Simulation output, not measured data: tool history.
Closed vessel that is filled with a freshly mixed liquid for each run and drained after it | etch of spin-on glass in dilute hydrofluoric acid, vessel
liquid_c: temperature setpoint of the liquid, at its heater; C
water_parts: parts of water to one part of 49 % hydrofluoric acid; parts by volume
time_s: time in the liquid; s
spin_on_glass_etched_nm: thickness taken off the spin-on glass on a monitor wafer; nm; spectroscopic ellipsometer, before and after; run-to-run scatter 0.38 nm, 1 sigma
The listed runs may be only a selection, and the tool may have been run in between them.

run,day,liquid_c,water_parts,time_s,spin_on_glass_etched_nm
1,0,25,60,30,23.828
2,0.258,25,60,30,23.932
3,0.429,27,60,30,25.849
4,0.717,27,60,30,25.524
5,0.788,28.5,55,30,30.261
6,1.05,28.5,55,30,30.348
7,1.1,28.5,55,30,30.144

Forecast run 8:
8,1.221,29.5,55,30,?

{"run 8": {"spin_on_glass_etched_nm": 31.188}}

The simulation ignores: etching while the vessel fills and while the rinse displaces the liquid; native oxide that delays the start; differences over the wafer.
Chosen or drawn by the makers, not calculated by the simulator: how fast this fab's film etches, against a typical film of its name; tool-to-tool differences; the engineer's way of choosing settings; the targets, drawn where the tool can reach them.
